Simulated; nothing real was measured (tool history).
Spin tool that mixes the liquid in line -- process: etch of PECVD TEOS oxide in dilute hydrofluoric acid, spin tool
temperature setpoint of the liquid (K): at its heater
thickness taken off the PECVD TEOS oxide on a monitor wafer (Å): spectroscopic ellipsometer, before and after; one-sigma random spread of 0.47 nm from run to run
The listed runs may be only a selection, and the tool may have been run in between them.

| run | hour | temperature setpoint of the liquid (K) | parts of water to one part of 49 % hydrofluoric acid (parts by volume) | time under the liquid (s) | thickness taken off the PECVD TEOS oxide on a monitor wafer (Å) |
|---|---|---|---|---|---|
| 1 | 0 | 297.15 | 100 | 285 | 347.88 |
| 2 | 3.4 | 297.15 | 100 | 285 | 353.35 |
| 3 | 6.3 | 298.65 | 95 | 285 | 399.2 |
| 4 | 10.8 | 299.65 | 95 | 285 | 412 |
| 5 | 12.6 | 299.65 | 125 | 285 | 300.72 |
| 6 | 17.1 | 299.65 | 145 | 285 | 252.33 |
| 7 | 24.3 | 300.65 | 135 | 285 | 284.3 |

For run 8, what comes out?
| 8 | 25.8 | 301.65 | 125 | 285 | ? |

{"run 8": {"thickness taken off the PECVD TEOS oxide on a monitor wafer (Å)": 331.13}}
